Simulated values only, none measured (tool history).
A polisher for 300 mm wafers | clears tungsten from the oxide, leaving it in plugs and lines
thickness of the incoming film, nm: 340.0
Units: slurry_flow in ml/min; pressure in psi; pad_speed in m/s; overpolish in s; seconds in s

| run | hour | slurry_flow | pressure | pad_speed | slurry_solids | overpolish | seconds |
|---|---|---|---|---|---|---|---|
| 1 | 0 | 195 | 3 | 1.34 | 1 | 41 | 70.323 |
| 2 | 3.8 | 160 | 3 | 1.34 | 1 | 41 | 72.456 |
| 3 | 11.2 | 160 | 3 | 1.12 | 1 | 41 | 87.002 |
| 4 | 14.5 | 160 | 2.9 | 1.12 | 1 | 41 | 89.148 |
| 5 | 16 | 160 | 2.8 | 1.12 | 1 | 41 | 92.451 |
| 6 | 19.5 | 160 | 2.8 | 1.12 | 1 | 44 | 91.394 |
| 7 | 22.5 | 160 | 2.8 | 1.12 | 1 | 44 | 93.217 |
| 8 | 31.3 | 160 | 2.7 | 1.12 | 1 | 44 | 94.758 |
| 9 | 38.6 | 160 | 2.6 | 1.12 | 1 | 44 | 97.642 |
| 10 | 46.2 | 160 | 2.6 | 1.12 | 1 | 44 | 100.1 |

Run 11 comes next. What will it give?
| 11 | 53.2 | 160 | 2.5 | 1.12 | 1 | 44 | ? |

Run 11 gave seconds 104.53 s.
